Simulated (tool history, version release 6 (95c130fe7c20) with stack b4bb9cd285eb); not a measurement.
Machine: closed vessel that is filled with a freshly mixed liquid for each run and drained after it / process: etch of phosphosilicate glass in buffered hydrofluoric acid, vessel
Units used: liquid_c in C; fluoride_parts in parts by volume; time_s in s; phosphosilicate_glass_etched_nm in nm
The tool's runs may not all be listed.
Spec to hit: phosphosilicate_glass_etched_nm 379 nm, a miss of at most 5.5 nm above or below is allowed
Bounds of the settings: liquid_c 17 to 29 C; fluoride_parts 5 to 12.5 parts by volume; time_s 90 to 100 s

run	hour	liquid_c	fluoride_parts	time_s	phosphosilicate_glass_etched_nm
1	0	21	7.5	90	596.44
2	4.1	20.5	7.5	90	583.1
3	10.3	20.5	5.5	90	766.44
4	16.3	20.5	5.5	100	852.49
5	18.7	20	6	100	779.28
6	27.3	20	6	100	770.79
7	33.1	19.5	6.5	100	706.71
8	35.6	19	7	100	639.17
9	44.7	18.5	7.5	100	578.17
10	47.3	17	10	100	407.79
11	54.6	17	10.5	100	389.14
12	55.6	17	11	100	370.66

Which single option among these 4 for the next run brings every result within its allowed miss of target? Just one does.
A	56.6	18	11.5	95	?
B	56.6	18	11	100	?
C	56.6	19.5	11.5	95	?
D	56.6	17	9.5	90	?

move	phosphosilicate_glass_etched_nm
A	357.6
B	393.13
C	389.22
D	378.84
A: moves away from the targets compared with the last run
B: carries the result that was furthest off beyond its target, to the other side
C: carries the result that was furthest off beyond its target, to the other side
D: hits every target within its allowed miss
D meets every target.
